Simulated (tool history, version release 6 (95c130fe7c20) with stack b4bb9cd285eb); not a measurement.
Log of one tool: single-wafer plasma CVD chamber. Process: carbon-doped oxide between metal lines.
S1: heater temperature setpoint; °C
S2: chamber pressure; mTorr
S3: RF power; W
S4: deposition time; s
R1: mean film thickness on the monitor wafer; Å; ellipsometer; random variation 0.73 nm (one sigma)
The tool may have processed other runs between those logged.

{"run": 1, "hour": 0.0, "S1": 370, "S2": 3850, "S3": 395, "S4": 33.2, "R1": 1234.5}
{"run": 2, "hour": 1.9, "S1": 369, "S2": 4000, "S3": 405, "S4": 33.2, "R1": 1267}
{"run": 3, "hour": 4.8, "S1": 368, "S2": 4140, "S3": 415, "S4": 33.2, "R1": 1306.4}
{"run": 4, "hour": 5.5, "S1": 374, "S2": 4140, "S3": 415, "S4": 33.2, "R1": 1281.7}
{"run": 5, "hour": 9.1, "S1": 372, "S2": 4310, "S3": 420, "S4": 33.2, "R1": 1317.5}
{"run": 6, "hour": 11.9, "S1": 370, "S2": 4460, "S3": 420, "S4": 33.2, "R1": 1329.7}

The next listed run, before its measurement:
{"run": 7, "hour": 13.5, "S1": 368, "S2": 4590, "S3": 420, "S4": 33.2, "R1": "?"}

R1: 1336.4 Å
